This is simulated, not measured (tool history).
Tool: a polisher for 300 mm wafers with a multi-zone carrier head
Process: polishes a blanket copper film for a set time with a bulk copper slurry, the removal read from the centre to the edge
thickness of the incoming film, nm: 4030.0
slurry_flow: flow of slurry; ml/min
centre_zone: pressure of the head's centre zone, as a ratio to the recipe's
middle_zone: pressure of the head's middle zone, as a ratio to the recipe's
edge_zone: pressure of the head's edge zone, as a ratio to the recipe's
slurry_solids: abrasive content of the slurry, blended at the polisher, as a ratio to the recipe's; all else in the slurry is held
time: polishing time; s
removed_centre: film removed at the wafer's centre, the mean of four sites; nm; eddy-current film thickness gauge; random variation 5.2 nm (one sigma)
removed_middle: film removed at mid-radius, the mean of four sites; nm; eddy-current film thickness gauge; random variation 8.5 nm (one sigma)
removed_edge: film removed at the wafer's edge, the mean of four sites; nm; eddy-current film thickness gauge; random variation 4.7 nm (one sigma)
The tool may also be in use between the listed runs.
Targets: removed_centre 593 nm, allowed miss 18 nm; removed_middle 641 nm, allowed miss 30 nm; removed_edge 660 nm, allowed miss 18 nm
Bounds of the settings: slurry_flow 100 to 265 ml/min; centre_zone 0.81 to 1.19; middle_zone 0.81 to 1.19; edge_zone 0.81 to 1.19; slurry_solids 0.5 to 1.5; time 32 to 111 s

run,hour,slurry_flow,centre_zone,middle_zone,edge_zone,slurry_solids,time,removed_centre,removed_middle,removed_edge
1,0,170,1,1,1,1,71,561.23,561.25,575.01
2,0.6,170,1.06,1,1,1,71,589.79,549.31,567.37
3,5.9,150,1.06,1,1,1,71,581.83,552.31,555.34
4,12.3,170,1.06,1,1,1,71,601.4,565.92,565.03
5,16.5,170,1.06,1,1,0.85,71,567.07,560.07,542.44
6,25.4,180,1.05,1.01,1.03,0.85,71,581.3,553.09,563.52
7,26.7,185,1.03,1.04,1.04,0.85,71,565.14,570.91,559.54
8,27.3,190,1.01,1.05,1.06,0.9,71,571.65,596.02,584.23
9,33.9,200,1,1.05,1.08,0.9,71,567.48,590.99,590.52
10,38.3,205,0.99,1.06,1.1,0.9,71,556.87,596.42,598.02

4 next moves are on the table. One of them brings every result within its allowed miss. Which?
A,42.7,190,1.02,1.13,1.1,0.85,74,?,?,?
B,42.7,160,0.96,1.03,1.12,0.95,80,?,?,?
C,42.7,190,1,1.02,1.09,0.95,79,?,?,?
D,42.7,250,0.96,1.17,1.02,1.05,73,?,?,?

move,removed_centre,removed_middle,removed_edge
A,585.4,620.57,599.95
B,592.28,623.85,658.49
C,626.11,626.35,652.89
D,588.59,679.1,609.7
A: as far off as the last run
B: meets every target
C: brings the result that was furthest off to its target, and leaves another outside
D: nearer than the last run, and not there yet
The right move is B.
